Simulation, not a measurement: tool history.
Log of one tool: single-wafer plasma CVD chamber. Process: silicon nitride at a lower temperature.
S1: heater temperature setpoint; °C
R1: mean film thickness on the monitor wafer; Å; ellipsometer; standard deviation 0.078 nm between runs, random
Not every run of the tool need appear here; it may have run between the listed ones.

run 1 hour=0.0 | S1=350 chamber_pressure_(mTorr)=1980 RF_power_(kW)=0.240 deposition_time_(s)=15.2 | R1=155.64
run 2 hour=4.3 | S1=350 chamber_pressure_(mTorr)=2190 RF_power_(kW)=0.245 deposition_time_(s)=15.2 | R1=161.27
run 3 hour=7.2 | S1=350 chamber_pressure_(mTorr)=2190 RF_power_(kW)=0.245 deposition_time_(s)=15.2 | R1=161.70
run 4 hour=8.4 | S1=355 chamber_pressure_(mTorr)=2190 RF_power_(kW)=0.245 deposition_time_(s)=15.2 | R1=162.31
-- hour=9.5 thermocouple changed; heater temperature recalibrated
run 5 hour=9.5 | S1=355 chamber_pressure_(mTorr)=2190 RF_power_(kW)=0.245 deposition_time_(s)=15.2 | R1=162.29
run 6 hour=11.7 | S1=355 chamber_pressure_(mTorr)=2190 RF_power_(kW)=0.225 deposition_time_(s)=15.2 | R1=151.29
run 7 hour=13.8 | S1=355 chamber_pressure_(mTorr)=2330 RF_power_(kW)=0.235 deposition_time_(s)=15.2 | R1=158.47
run 8 hour=19.4 | S1=355 chamber_pressure_(mTorr)=2430 RF_power_(kW)=0.245 deposition_time_(s)=15.2 | R1=166.56
run 9 hour=20.4 | S1=355 chamber_pressure_(mTorr)=2510 RF_power_(kW)=0.250 deposition_time_(s)=15.2 | R1=169.14
run 10 hour=21.4 | S1=355 chamber_pressure_(mTorr)=2560 RF_power_(kW)=0.255 deposition_time_(s)=15.2 | R1=174.42
run 11 hour=22.7 | S1=355 chamber_pressure_(mTorr)=2600 RF_power_(kW)=0.255 deposition_time_(s)=15.2 | R1=174.03

For run 12, what comes out?
run 12 hour=30.6 | S1=355 chamber_pressure_(mTorr)=2640 RF_power_(kW)=0.255 deposition_time_(s)=15.2 | R1=?

R1: 174.98 Å
